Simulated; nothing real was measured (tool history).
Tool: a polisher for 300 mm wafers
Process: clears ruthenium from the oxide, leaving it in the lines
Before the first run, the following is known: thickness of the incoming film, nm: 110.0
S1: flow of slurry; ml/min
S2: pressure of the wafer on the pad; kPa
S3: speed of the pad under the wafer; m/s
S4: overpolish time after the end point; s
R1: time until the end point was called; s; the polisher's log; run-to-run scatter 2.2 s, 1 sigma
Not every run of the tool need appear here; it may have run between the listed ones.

run,hour,S1,S2,S3,S4,R1
1,0.0,225,16.5,1.16,37,95.106
2,3.8,225,13.8,1.16,37,112.650
3,8.9,225,17.9,1.16,37,88.666
4,14.3,225,16.5,1.14,37,94.823
5,20.3,225,15.9,1.14,37,100.710
# hour 21.3: head pressure recalibrated
6,21.3,225,17.2,1.14,37,86.788
7,28.5,225,16.5,1.14,37,90.018
8,37.0,225,15.9,1.12,37,94.887

Forecast run 9:
9,41.4,225,14.5,1.12,37,?

R1: 103.550 s
